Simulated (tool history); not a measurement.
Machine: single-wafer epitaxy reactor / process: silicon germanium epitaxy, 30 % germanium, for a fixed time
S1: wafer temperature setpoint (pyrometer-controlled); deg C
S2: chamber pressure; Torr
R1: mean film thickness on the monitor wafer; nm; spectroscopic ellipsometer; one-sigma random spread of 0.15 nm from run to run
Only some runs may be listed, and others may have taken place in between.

Run 1, hour 0: S1 595 deg C, S2 22.7 Torr. Result: R1 54.957 nm.
Run 2, hour 1.7: S1 596 deg C, S2 22.7 Torr. Result: R1 56.002 nm.
Run 3, hour 2.3: S1 597 deg C, S2 22.7 Torr. Result: R1 57.144 nm.
Run 4, hour 4.7: S1 598 deg C, S2 22.7 Torr. Result: R1 58.357 nm.
Run 5, hour 11.1: S1 609 deg C, S2 22.7 Torr. Result: R1 73.221 nm.
Run 6, hour 18.5: S1 609 deg C, S2 25.9 Torr. Result: R1 76.639 nm.

What will run 7 give?
Run 7, hour 19.6: S1 608 deg C, S2 25.9 Torr. Result: R1 ?.

{"run 7": {"R1": 75.207}}
